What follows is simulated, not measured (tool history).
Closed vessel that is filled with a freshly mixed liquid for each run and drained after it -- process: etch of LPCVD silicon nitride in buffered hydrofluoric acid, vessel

run  hour  temperature setpoint of the liquid (°C)  parts of 40 % ammonium fluoride to one part of 49 % hydrofluoric acid (parts by volume)  time in the liquid (s)  thickness taken off the LPCVD silicon nitride on a monitor wafer (angstrom)
  1     0                                       24                                                                                     10.5                     930                                                                       125.63
  2   2.5                                       23                                                                                       11                     930                                                                       114.48
  3  11.3                                     24.5                                                                                       11                     930                                                                       123.03
  4  18.1                                     24.5                                                                                     12.5                     930                                                                       109.59
     24.2  -- thermometer replaced
  5  24.2                                     23.5                                                                                     12.5                     930                                                                       97.001
  6  31.7                                     23.5                                                                                     15.5                     930                                                                       79.276
  7  35.8                                       23                                                                                     15.5                     930                                                                       76.304
  8  37.6                                       23                                                                                     15.5                     930                                                                       77.058
  9  46.5                                     22.5                                                                                     15.5                     930                                                                       75.118

Expected results for the next run?
 10  51.6                                     21.5                                                                                     15.5                     930                                                                            ?

thickness taken off the LPCVD silicon nitride on a monitor wafer (angstrom): 70.218
